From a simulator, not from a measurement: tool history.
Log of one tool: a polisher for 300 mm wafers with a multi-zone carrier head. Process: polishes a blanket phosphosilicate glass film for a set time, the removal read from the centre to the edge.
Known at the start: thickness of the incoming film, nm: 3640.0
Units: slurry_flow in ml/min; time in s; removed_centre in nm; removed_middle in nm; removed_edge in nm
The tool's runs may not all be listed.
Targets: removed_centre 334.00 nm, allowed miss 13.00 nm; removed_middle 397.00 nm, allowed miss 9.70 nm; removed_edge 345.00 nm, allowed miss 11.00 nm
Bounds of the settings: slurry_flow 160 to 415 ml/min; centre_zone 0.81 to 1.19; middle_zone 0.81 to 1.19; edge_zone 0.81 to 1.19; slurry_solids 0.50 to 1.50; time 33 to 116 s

| run | hour | slurry_flow | centre_zone | middle_zone | edge_zone | slurry_solids | time | removed_centre | removed_middle | removed_edge |
|---|---|---|---|---|---|---|---|---|---|---|
| 1 | 0.0 | 265 | 1.00 | 1.00 | 1.00 | 1.00 | 74 | 505.81 | 526.81 | 516.12 |
| 2 | 3.5 | 265 | 1.00 | 1.00 | 1.00 | 1.10 | 74 | 525.46 | 545.39 | 531.65 |
| 3 | 11.7 | 265 | 0.99 | 1.01 | 0.98 | 1.05 | 73 | 511.98 | 533.05 | 504.83 |
| 4 | 17.6 | 265 | 0.99 | 1.01 | 0.98 | 1.05 | 84 | 590.30 | 618.75 | 593.96 |
| 5 | 22.1 | 265 | 0.97 | 1.01 | 0.96 | 1.00 | 82 | 544.90 | 579.81 | 552.90 |
| 6 | 27.1 | 265 | 0.96 | 1.02 | 0.95 | 0.95 | 81 | 518.64 | 566.66 | 538.29 |
| 7 | 30.6 | 265 | 0.96 | 1.03 | 0.94 | 0.90 | 79 | 491.94 | 545.35 | 511.45 |
| 8 | 39.2 | 265 | 0.96 | 1.03 | 0.94 | 0.90 | 79 | 494.17 | 543.75 | 504.16 |
| 9 | 43.1 | 265 | 0.95 | 1.03 | 0.93 | 0.85 | 78 | 458.25 | 515.53 | 477.07 |
| 10 | 43.8 | 270 | 0.95 | 1.03 | 0.92 | 0.80 | 77 | 440.80 | 494.13 | 461.45 |
| 11 | 45.2 | 230 | 0.94 | 1.10 | 0.82 | 0.55 | 68 | 300.34 | 359.79 | 294.84 |
| 12 | 52.9 | 245 | 0.94 | 1.10 | 0.83 | 0.55 | 68 | 300.30 | 356.46 | 301.57 |
| 13 | 59.9 | 250 | 0.94 | 1.11 | 0.84 | 0.55 | 68 | 302.89 | 362.15 | 304.15 |
| 14 | 68.5 | 260 | 0.94 | 1.12 | 0.85 | 0.55 | 68 | 298.72 | 367.30 | 306.79 |
| 15 | 77.5 | 265 | 0.95 | 1.12 | 0.86 | 0.55 | 68 | 306.10 | 367.72 | 307.06 |

4 next moves are on the table. One of them brings every result within its allowed miss. Which?
| A | 86.5 | 360 | 1.02 | 1.11 | 0.81 | 0.60 | 67 | ? | ? | ? |
| B | 86.5 | 325 | 0.91 | 1.07 | 0.87 | 0.65 | 67 | ? | ? | ? |
| C | 86.5 | 275 | 0.88 | 1.11 | 0.94 | 0.60 | 69 | ? | ? | ? |
| D | 86.5 | 275 | 0.87 | 1.10 | 0.91 | 0.55 | 74 | ? | ? | ? |

| move | removed_centre | removed_middle | removed_edge |
|---|---|---|---|
| A | 350.07 | 395.13 | 327.21 |
| B | 326.35 | 401.18 | 352.17 |
| C | 302.09 | 397.00 | 348.48 |
| D | 300.69 | 396.71 | 346.80 |
A: nearer than the last run, and not there yet
B: meets every target
C: brings the result that was furthest off to its target, and leaves another outside
D: brings the result that was furthest off to its target, and leaves another outside
Move B is the one to make.

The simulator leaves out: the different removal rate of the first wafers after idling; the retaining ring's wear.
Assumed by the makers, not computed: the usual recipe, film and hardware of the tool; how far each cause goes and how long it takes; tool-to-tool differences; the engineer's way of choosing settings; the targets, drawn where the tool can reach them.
